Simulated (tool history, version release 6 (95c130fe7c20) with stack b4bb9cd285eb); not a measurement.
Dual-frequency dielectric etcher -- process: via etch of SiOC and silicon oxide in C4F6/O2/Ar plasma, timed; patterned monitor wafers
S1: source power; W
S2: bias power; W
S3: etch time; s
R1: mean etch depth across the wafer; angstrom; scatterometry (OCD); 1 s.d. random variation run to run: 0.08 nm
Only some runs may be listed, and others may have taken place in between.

run,hour,S1,S2,S3,R1
1,0,350,207,31,362.35
2,5.9,350,207,31,362
3,10.1,350,239,31,375.16
4,13.3,340,238,31,371.72
5,21.4,330,237,31,370.1
6,29.4,320,234,31,367.18
7,34.3,310,229,31,360.78
8,37.5,300,226,31,356.76
9,42.5,290,224,31,352.62
10,45,280,222,31,348.04
11,46.3,270,221,31,347.01

Estimate the outcome of run 12 from the log above:
12,52.9,270,219,31,?

R1: 346.98 angstrom
